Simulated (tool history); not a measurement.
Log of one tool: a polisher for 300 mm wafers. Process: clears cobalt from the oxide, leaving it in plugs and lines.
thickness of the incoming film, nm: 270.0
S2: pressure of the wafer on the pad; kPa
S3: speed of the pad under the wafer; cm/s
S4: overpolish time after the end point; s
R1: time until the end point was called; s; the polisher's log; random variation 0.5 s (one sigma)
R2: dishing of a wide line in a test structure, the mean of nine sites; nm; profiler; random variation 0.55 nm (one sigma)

{"run": 1, "hour": 0.0, "flow of slurry (ml/min)": 240, "S2": 11.7, "S3": 78, "S4": 22, "R1": 72.841, "R2": 44.453}
{"run": 2, "hour": 7.5, "flow of slurry (ml/min)": 240, "S2": 9, "S3": 78, "S4": 22, "R1": 93.445, "R2": 39.399}
{"run": 3, "hour": 14.0, "flow of slurry (ml/min)": 240, "S2": 10.3, "S3": 78, "S4": 20, "R1": 81.885, "R2": 41.028}
{"run": 4, "hour": 16.2, "flow of slurry (ml/min)": 240, "S2": 11, "S3": 78, "S4": 18, "R1": 77.085, "R2": 39.73}
{"run": 5, "hour": 22.4, "flow of slurry (ml/min)": 240, "S2": 11, "S3": 66, "S4": 18, "R1": 90.824, "R2": 35.736}
{"run": 6, "hour": 24.6, "flow of slurry (ml/min)": 240, "S2": 13.1, "S3": 66, "S4": 18, "R1": 75.912, "R2": 39.048}
{"run": 7, "hour": 30.9, "flow of slurry (ml/min)": 240, "S2": 13.8, "S3": 66, "S4": 17, "R1": 72.63, "R2": 38.685}
{"run": 8, "hour": 39.1, "flow of slurry (ml/min)": 240, "S2": 14.5, "S3": 68, "S4": 16, "R1": 67.209, "R2": 39.263}
{"run": 9, "hour": 45.0, "flow of slurry (ml/min)": 240, "S2": 15.2, "S3": 70, "S4": 15, "R1": 62.844, "R2": 40.554}

Run 10 comes next. What will it give?
{"run": 10, "hour": 46.2, "flow of slurry (ml/min)": 240, "S2": 15.9, "S3": 72, "S4": 14, "R1": "?", "R2": "?"}

R1: 58.916 s
R2: 38.494 nm
